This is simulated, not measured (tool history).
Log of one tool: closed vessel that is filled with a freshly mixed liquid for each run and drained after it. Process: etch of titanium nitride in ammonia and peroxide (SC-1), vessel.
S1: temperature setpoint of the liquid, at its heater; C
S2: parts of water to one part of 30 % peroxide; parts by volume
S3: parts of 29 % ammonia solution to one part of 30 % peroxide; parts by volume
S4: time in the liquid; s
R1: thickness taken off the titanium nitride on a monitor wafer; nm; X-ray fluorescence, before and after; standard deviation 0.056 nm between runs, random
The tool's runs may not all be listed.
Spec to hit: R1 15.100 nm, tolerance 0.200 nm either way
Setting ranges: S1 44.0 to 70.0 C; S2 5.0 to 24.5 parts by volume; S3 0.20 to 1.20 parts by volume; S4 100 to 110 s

run 1 hour=0.0 | S1=60.0 S2=13.5 S3=0.90 S4=100 | R1=13.488
run 2 hour=4.1 | S1=60.5 S2=13.5 S3=0.90 S4=100 | R1=13.819
run 3 hour=9.8 | S1=61.0 S2=13.5 S3=0.90 S4=100 | R1=14.430
run 4 hour=14.7 | S1=65.5 S2=13.5 S3=0.90 S4=100 | R1=19.119
run 5 hour=18.4 | S1=70.0 S2=13.5 S3=0.90 S4=100 | R1=25.518
-- hour=24.9 ammonia flow meter replaced
run 6 hour=24.9 | S1=68.0 S2=13.5 S3=0.90 S4=100 | R1=22.680
run 7 hour=29.5 | S1=66.5 S2=13.5 S3=0.90 S4=100 | R1=20.855
run 8 hour=32.5 | S1=65.5 S2=13.5 S3=0.90 S4=100 | R1=19.518
run 9 hour=37.4 | S1=64.5 S2=13.5 S3=0.90 S4=100 | R1=18.381
run 10 hour=39.5 | S1=64.0 S2=13.5 S3=0.90 S4=100 | R1=17.760
run 11 hour=42.0 | S1=63.5 S2=13.5 S3=0.90 S4=100 | R1=17.250
run 12 hour=46.6 | S1=61.0 S2=13.5 S3=0.90 S4=100 | R1=14.624

Of the 5 settings listed for the next run, only one would bring every result within its allowed miss of target. Which one?
run A hour=51.2 | S1=59.5 S2=15.5 S3=1.20 S4=110 | R1=?
run B hour=51.2 | S1=57.5 S2=10.0 S3=0.80 S4=110 | R1=?
run C hour=51.2 | S1=56.5 S2=7.0 S3=0.90 S4=100 | R1=?
run D hour=51.2 | S1=58.0 S2=9.5 S3=0.90 S4=100 | R1=?
run E hour=51.2 | S1=61.5 S2=18.5 S3=0.95 S4=110 | R1=?

move=A R1=14.192
move=B R1=14.622
move=C R1=15.079
move=D R1=14.364
move=E R1=14.154
A: lands further from the targets than the last run did
B: neither nearer nor further off than the last run
C: each result inside its tolerance
D: lands further from the targets than the last run did
E: lands further from the targets than the last run did
Correct choice: C, which meets every target
